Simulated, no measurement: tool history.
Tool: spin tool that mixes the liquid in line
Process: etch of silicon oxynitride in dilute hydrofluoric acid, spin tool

| run | hour | temperature setpoint of the liquid (K) | parts of water to one part of 49 % hydrofluoric acid (parts by volume) | time under the liquid (s) | thickness taken off the silicon oxynitride on a monitor wafer (angstrom) |
|---|---|---|---|---|---|
| 1 | 0 | 297.15 | 90 | 95 | 32.701 |
| 2 | 8 | 295.65 | 90 | 95 | 30.355 |
| 3 | 12.3 | 295.65 | 90 | 95 | 30.332 |
| 4 | 17.5 | 297.15 | 90 | 95 | 32.537 |
| 5 | 22.6 | 297.15 | 120 | 95 | 23.836 |
| 6 | 26.5 | 299.15 | 120 | 95 | 26.184 |

The next listed run, before its measurement:
| 7 | 29.1 | 298.65 | 120 | 95 | ? |

Run 7 gave thickness taken off the silicon oxynitride on a monitor wafer (angstrom) 25.57.

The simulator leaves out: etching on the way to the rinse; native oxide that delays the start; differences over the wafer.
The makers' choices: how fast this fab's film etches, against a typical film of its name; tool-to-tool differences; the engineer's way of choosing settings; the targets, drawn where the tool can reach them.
